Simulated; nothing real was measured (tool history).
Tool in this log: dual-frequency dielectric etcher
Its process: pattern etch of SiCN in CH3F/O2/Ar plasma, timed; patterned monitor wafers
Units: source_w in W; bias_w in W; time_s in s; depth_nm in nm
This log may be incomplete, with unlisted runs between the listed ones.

run 1 hour=0 | source_w=390 bias_w=85 time_s=83.5 | depth_nm=34.359
run 2 hour=3 | source_w=390 bias_w=99 time_s=83.5 | depth_nm=36.338
run 3 hour=8.1 | source_w=360 bias_w=99 time_s=83.5 | depth_nm=34.928
run 4 hour=10.8 | source_w=380 bias_w=101 time_s=83.5 | depth_nm=36.266
run 5 hour=14.5 | source_w=380 bias_w=112 time_s=83.5 | depth_nm=37.369
run 6 hour=16.6 | source_w=400 bias_w=113 time_s=83.5 | depth_nm=38.184
run 7 hour=19.8 | source_w=410 bias_w=114 time_s=83.5 | depth_nm=38.789
run 8 hour=21.6 | source_w=410 bias_w=114 time_s=83.5 | depth_nm=39.355

Run 9 comes next. What will it give?
run 9 hour=27.3 | source_w=420 bias_w=115 time_s=83.5 | depth_nm=?

Run 9 came out at depth_nm 39.876 nm.
